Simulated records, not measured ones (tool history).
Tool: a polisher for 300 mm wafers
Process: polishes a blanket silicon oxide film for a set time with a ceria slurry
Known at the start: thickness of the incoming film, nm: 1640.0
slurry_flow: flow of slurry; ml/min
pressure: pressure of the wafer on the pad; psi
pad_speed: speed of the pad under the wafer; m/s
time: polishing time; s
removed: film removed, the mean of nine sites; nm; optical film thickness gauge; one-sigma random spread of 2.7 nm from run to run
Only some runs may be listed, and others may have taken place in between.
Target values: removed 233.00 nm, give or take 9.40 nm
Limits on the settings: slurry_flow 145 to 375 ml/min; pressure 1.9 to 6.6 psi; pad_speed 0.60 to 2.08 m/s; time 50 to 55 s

run,hour,slurry_flow,pressure,pad_speed,time,removed
1,0.0,240,4.2,1.34,55,391.08
2,0.6,240,4.2,1.18,55,349.86
3,3.4,240,3.8,1.18,55,316.36
4,8.6,240,3.5,1.18,55,293.60
5,12.6,240,3.5,1.18,50,265.67
6,21.4,240,3.4,1.18,50,262.33
7,24.4,240,3.3,1.18,50,247.68
8,32.4,240,3.2,1.18,50,247.93

Of the 5 settings listed for the next run, only one would bring every result within its allowed miss of target. Which one?
A,40.4,230,2.9,1.12,55,?
B,40.4,150,3.8,0.98,55,?
C,40.4,250,3.1,1.26,54,?
D,40.4,165,3.0,1.42,55,?
E,40.4,225,2.9,1.32,55,?

move,removed
A,230.26
B,249.48
C,268.58
D,275.78
E,263.46
A: meets every target
B: its largest miss is bigger than the last run's
C: its largest miss is bigger than the last run's
D: its largest miss is bigger than the last run's
E: its largest miss is bigger than the last run's
Move A is the one to make.

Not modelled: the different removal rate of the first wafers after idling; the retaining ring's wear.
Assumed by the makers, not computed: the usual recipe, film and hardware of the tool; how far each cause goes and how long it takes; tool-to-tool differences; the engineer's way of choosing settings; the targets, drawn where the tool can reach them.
